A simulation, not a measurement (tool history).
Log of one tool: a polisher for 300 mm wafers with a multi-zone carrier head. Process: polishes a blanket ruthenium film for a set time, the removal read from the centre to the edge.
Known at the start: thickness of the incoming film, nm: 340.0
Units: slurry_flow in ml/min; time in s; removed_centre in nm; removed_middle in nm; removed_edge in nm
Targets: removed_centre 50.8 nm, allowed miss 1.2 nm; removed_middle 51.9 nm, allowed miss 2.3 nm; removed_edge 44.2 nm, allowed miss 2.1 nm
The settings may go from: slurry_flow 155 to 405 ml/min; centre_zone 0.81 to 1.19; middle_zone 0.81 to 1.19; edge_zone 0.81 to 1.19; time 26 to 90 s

Run 1, hour 0: slurry_flow 260 ml/min, centre_zone 1, middle_zone 1, edge_zone 1, time 58 s. Result: removed_centre 63.111 nm, removed_middle 61.765 nm, removed_edge 62.987 nm.
Run 2, hour 3.9: slurry_flow 265 ml/min, centre_zone 1.01, middle_zone 1.02, edge_zone 0.96, time 54 s. Result: removed_centre 59.215 nm, removed_middle 59.787 nm, removed_edge 56.828 nm.
Run 3, hour 6.7: slurry_flow 265 ml/min, centre_zone 1.01, middle_zone 0.99, edge_zone 0.96, time 54 s. Result: removed_centre 58.365 nm, removed_middle 59.307 nm, removed_edge 57.637 nm.
Run 4, hour 13.9: slurry_flow 265 ml/min, centre_zone 1.01, middle_zone 0.96, edge_zone 0.96, time 54 s. Result: removed_centre 59.68 nm, removed_middle 57.076 nm, removed_edge 56.04 nm.
Run 5, hour 20.4: slurry_flow 270 ml/min, centre_zone 1, middle_zone 0.95, edge_zone 0.92, time 52 s. Result: removed_centre 56.305 nm, removed_middle 53.919 nm, removed_edge 53.533 nm.
Run 6, hour 28.9: slurry_flow 270 ml/min, centre_zone 1, middle_zone 1.01, edge_zone 0.92, time 52 s. Result: removed_centre 56.09 nm, removed_middle 57.38 nm, removed_edge 54.922 nm.
Run 7, hour 32.7: slurry_flow 270 ml/min, centre_zone 1.02, middle_zone 1.02, edge_zone 0.89, time 50 s. Result: removed_centre 54.945 nm, removed_middle 55.596 nm, removed_edge 50.23 nm.
Run 8, hour 41: slurry_flow 260 ml/min, centre_zone 1.02, middle_zone 1.02, edge_zone 0.87, time 49 s. Result: removed_centre 54.144 nm, removed_middle 53.785 nm, removed_edge 49.438 nm.
Run 9, hour 48.9: slurry_flow 265 ml/min, centre_zone 1.02, middle_zone 1.03, edge_zone 0.86, time 48 s. Result: removed_centre 53.073 nm, removed_middle 53.055 nm, removed_edge 48.144 nm.
Run 10, hour 52.7: slurry_flow 265 ml/min, centre_zone 1.02, middle_zone 1.04, edge_zone 0.85, time 47 s. Result: removed_centre 52.072 nm, removed_middle 52.613 nm, removed_edge 47.27 nm.

4 next moves are on the table. One of them brings every result within its allowed miss. Which?
Run A, hour 56.5: slurry_flow 225 ml/min, centre_zone 0.99, middle_zone 0.91, edge_zone 0.93, time 49 s. Result: removed_centre ?, removed_middle ?, removed_edge ?.
Run B, hour 56.5: slurry_flow 250 ml/min, centre_zone 1.05, middle_zone 1.08, edge_zone 0.84, time 45 s. Result: removed_centre ?, removed_middle ?, removed_edge ?.
Run C, hour 56.5: slurry_flow 250 ml/min, centre_zone 0.96, middle_zone 0.97, edge_zone 0.88, time 49 s. Result: removed_centre ?, removed_middle ?, removed_edge ?.
Run D, hour 56.5: slurry_flow 240 ml/min, centre_zone 1.05, middle_zone 0.99, edge_zone 0.83, time 45 s. Result: removed_centre ?, removed_middle ?, removed_edge ?.

move  removed_centre  removed_middle  removed_edge
   A          51.537          49.061        50.883
   B          51.097          52.806        45.003
   C          50.796           52.52        50.112
   D           50.76          48.783        44.636
A: further off than the last run
B: meets every target
C: further off than the last run
D: brings the result that was furthest off to its target, and leaves another outside
The right move is B.
